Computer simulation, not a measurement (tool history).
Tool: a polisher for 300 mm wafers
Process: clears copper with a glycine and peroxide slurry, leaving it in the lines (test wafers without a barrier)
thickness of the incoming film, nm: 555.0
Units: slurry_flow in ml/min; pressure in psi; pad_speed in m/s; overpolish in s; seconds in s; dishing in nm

run	hour	slurry_flow	pressure	pad_speed	overpolish	seconds	dishing
1	0	220	2.8	0.78	10	105.36	24.326
2	1.9	215	2.5	0.74	8	120.76	19.523
3	7.7	215	2.5	0.74	5	120.29	13.769
4	8.8	215	2.8	0.74	5	109.06	14.468
5	16.8	215	2.5	0.72	5	121.83	13.762
6	23.8	250	2.5	0.72	5	116.85	14.284

Forecast run 7:
7	29.2	240	2.2	0.72	5	?	?

seconds: 129.54 s
dishing: 13.151 nm
